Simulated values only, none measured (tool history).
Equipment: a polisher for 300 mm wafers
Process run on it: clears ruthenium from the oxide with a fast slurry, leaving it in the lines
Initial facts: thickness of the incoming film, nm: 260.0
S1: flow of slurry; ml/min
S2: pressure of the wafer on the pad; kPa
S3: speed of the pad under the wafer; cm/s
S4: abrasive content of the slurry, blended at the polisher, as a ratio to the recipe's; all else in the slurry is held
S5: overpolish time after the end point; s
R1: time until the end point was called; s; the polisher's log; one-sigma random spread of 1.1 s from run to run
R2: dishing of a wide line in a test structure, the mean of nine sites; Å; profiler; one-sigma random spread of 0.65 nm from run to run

{"run": 1, "day": 0.0, "S1": 275, "S2": 17.9, "S3": 76, "S4": 1, "S5": 10, "R1": 78.945, "R2": 270.95}
{"run": 2, "day": 0.354, "S1": 275, "S2": 18.6, "S3": 76, "S4": 1, "S5": 10, "R1": 79.024, "R2": 292.11}
{"run": 3, "day": 0.725, "S1": 275, "S2": 15.2, "S3": 76, "S4": 1, "S5": 10, "R1": 93.6, "R2": 243.02}
{"run": 4, "day": 1.021, "S1": 275, "S2": 15.9, "S3": 76, "S4": 1, "S5": 10, "R1": 87.056, "R2": 244.86}
{"run": 5, "day": 1.129, "S1": 275, "S2": 15.9, "S3": 76, "S4": 1.15, "S5": 10, "R1": 83.596, "R2": 279.04}
{"run": 6, "day": 1.254, "S1": 275, "S2": 15.9, "S3": 76, "S4": 1.15, "S5": 7, "R1": 80.287, "R2": 198.66}
{"run": 7, "day": 1.375, "S1": 275, "S2": 16.5, "S3": 76, "S4": 1.15, "S5": 7, "R1": 81.235, "R2": 201.02}
{"run": 8, "day": 1.604, "S1": 275, "S2": 17.2, "S3": 76, "S4": 1.15, "S5": 7, "R1": 75.463, "R2": 206.19}
{"run": 9, "day": 1.729, "S1": 275, "S2": 17.9, "S3": 76, "S4": 1.15, "S5": 7, "R1": 74.859, "R2": 220.01}

Estimate the outcome of run 10 from the log above:
{"run": 10, "day": 1.962, "S1": 275, "S2": 18.6, "S3": 76, "S4": 1.15, "S5": 7, "R1": "?", "R2": "?"}

Run 10 measured R1 72.234 s, R2 218.79 Å.
